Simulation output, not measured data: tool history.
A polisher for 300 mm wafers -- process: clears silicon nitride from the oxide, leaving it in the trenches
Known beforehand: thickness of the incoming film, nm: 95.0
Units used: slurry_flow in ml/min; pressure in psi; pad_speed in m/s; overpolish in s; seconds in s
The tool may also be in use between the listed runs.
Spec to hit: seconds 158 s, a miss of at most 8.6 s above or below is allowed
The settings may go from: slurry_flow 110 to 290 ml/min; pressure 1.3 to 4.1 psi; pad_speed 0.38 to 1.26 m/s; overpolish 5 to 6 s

{"run": 1, "hour": 0.0, "slurry_flow": 185, "pressure": 2.7, "pad_speed": 0.82, "overpolish": 6, "seconds": 125.93}
{"run": 2, "hour": 6.1, "slurry_flow": 185, "pressure": 2.7, "pad_speed": 0.9, "overpolish": 6, "seconds": 112.24}
{"run": 3, "hour": 10.0, "slurry_flow": 185, "pressure": 2.7, "pad_speed": 0.9, "overpolish": 5, "seconds": 109.24}
{"run": 4, "hour": 13.6, "slurry_flow": 165, "pressure": 2.7, "pad_speed": 0.9, "overpolish": 5, "seconds": 114.53}
{"run": 5, "hour": 16.9, "slurry_flow": 125, "pressure": 2.7, "pad_speed": 0.9, "overpolish": 5, "seconds": 120.61}
{"hour": 24.2, "done": "worn pad replaced by a new one"}
{"run": 6, "hour": 24.2, "slurry_flow": 125, "pressure": 2.5, "pad_speed": 0.9, "overpolish": 5, "seconds": 121.33}
{"run": 7, "hour": 31.3, "slurry_flow": 125, "pressure": 2.2, "pad_speed": 0.88, "overpolish": 5, "seconds": 139.21}
{"run": 8, "hour": 38.0, "slurry_flow": 125, "pressure": 2.2, "pad_speed": 0.88, "overpolish": 5, "seconds": 140}
{"run": 9, "hour": 43.7, "slurry_flow": 125, "pressure": 2.1, "pad_speed": 0.88, "overpolish": 5, "seconds": 142.83}

5 candidate next runs follow, results not yet known. Just one meets every target within its allowed miss. Identify it.
{"run": "A", "hour": 49.4, "slurry_flow": 140, "pressure": 1.8, "pad_speed": 1.1, "overpolish": 5, "seconds": "?"}
{"run": "B", "hour": 49.4, "slurry_flow": 155, "pressure": 2, "pad_speed": 0.8, "overpolish": 6, "seconds": "?"}
{"run": "C", "hour": 49.4, "slurry_flow": 120, "pressure": 2.3, "pad_speed": 0.98, "overpolish": 6, "seconds": "?"}
{"run": "D", "hour": 49.4, "slurry_flow": 125, "pressure": 2.1, "pad_speed": 0.9, "overpolish": 6, "seconds": "?"}
{"run": "E", "hour": 49.4, "slurry_flow": 110, "pressure": 2.5, "pad_speed": 0.76, "overpolish": 6, "seconds": "?"}

move=A seconds=129.72
move=B seconds=156.63
move=C seconds=119
move=D seconds=139.68
move=E seconds=143.91
A: misses by more than the last run did
B: every result within its allowed miss
C: misses by more than the last run did
D: misses by more than the last run did
E: moves toward the targets from the last run without getting all of them in spec
The move that meets every target is B.
